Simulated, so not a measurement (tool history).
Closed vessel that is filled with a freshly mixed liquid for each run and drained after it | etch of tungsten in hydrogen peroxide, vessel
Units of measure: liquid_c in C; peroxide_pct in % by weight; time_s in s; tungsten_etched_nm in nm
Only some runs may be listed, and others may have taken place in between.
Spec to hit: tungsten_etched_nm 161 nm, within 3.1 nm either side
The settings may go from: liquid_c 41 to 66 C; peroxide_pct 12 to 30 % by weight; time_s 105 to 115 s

run 1 hour=0 | liquid_c=57 peroxide_pct=22 time_s=105 | tungsten_etched_nm=454.1
run 2 hour=4.4 | liquid_c=57 peroxide_pct=22 time_s=105 | tungsten_etched_nm=451.41
run 3 hour=11.2 | liquid_c=55 peroxide_pct=21.5 time_s=105 | tungsten_etched_nm=398.71
run 4 hour=14.3 | liquid_c=55 peroxide_pct=25 time_s=105 | tungsten_etched_nm=425.64
run 5 hour=19.6 | liquid_c=55 peroxide_pct=28.5 time_s=105 | tungsten_etched_nm=455.17
run 6 hour=20.4 | liquid_c=58.5 peroxide_pct=28.5 time_s=105 | tungsten_etched_nm=561.49
run 7 hour=25.4 | liquid_c=56.5 peroxide_pct=27.5 time_s=105 | tungsten_etched_nm=491.8
run 8 hour=28.7 | liquid_c=56.5 peroxide_pct=27.5 time_s=105 | tungsten_etched_nm=494.63
run 9 hour=32.2 | liquid_c=54.5 peroxide_pct=26.5 time_s=105 | tungsten_etched_nm=433.2
run 10 hour=40.8 | liquid_c=53 peroxide_pct=25 time_s=105 | tungsten_etched_nm=383.57
run 11 hour=48.8 | liquid_c=51.5 peroxide_pct=24 time_s=105 | tungsten_etched_nm=340.02
run 12 hour=52.1 | liquid_c=50.5 peroxide_pct=23.5 time_s=105 | tungsten_etched_nm=316.87
run 13 hour=58 | liquid_c=49.5 peroxide_pct=23 time_s=105 | tungsten_etched_nm=293.87
run 14 hour=66.6 | liquid_c=48.5 peroxide_pct=22.5 time_s=105 | tungsten_etched_nm=274.98
run 15 hour=72.9 | liquid_c=47.5 peroxide_pct=22 time_s=105 | tungsten_etched_nm=255.68
run 16 hour=74.8 | liquid_c=46.5 peroxide_pct=21.5 time_s=105 | tungsten_etched_nm=238.65
run 17 hour=79.1 | liquid_c=46.5 peroxide_pct=21.5 time_s=105 | tungsten_etched_nm=236.66
run 18 hour=85.8 | liquid_c=46 peroxide_pct=21 time_s=105 | tungsten_etched_nm=225.97
run 19 hour=86.5 | liquid_c=45.5 peroxide_pct=21 time_s=105 | tungsten_etched_nm=220.5
run 20 hour=93.9 | liquid_c=41 peroxide_pct=18 time_s=105 | tungsten_etched_nm=154.15

Which one of the following 4 next-run settings gets every result inside its allowed miss? There is exactly one.
run A hour=101.3 | liquid_c=41 peroxide_pct=15.5 time_s=110 | tungsten_etched_nm=?
run B hour=101.3 | liquid_c=45 peroxide_pct=12 time_s=105 | tungsten_etched_nm=?
run C hour=101.3 | liquid_c=41.5 peroxide_pct=17.5 time_s=105 | tungsten_etched_nm=?
run D hour=101.3 | liquid_c=43 peroxide_pct=14 time_s=105 | tungsten_etched_nm=?

move=A tungsten_etched_nm=148.29
move=B tungsten_etched_nm=160.79
move=C tungsten_etched_nm=155.34
move=D tungsten_etched_nm=152.98
A: lands further from the targets than the last run did
B: in spec on every target
C: closer than the last run, but not yet in spec
D: lands further from the targets than the last run did
Move B is the one to make.
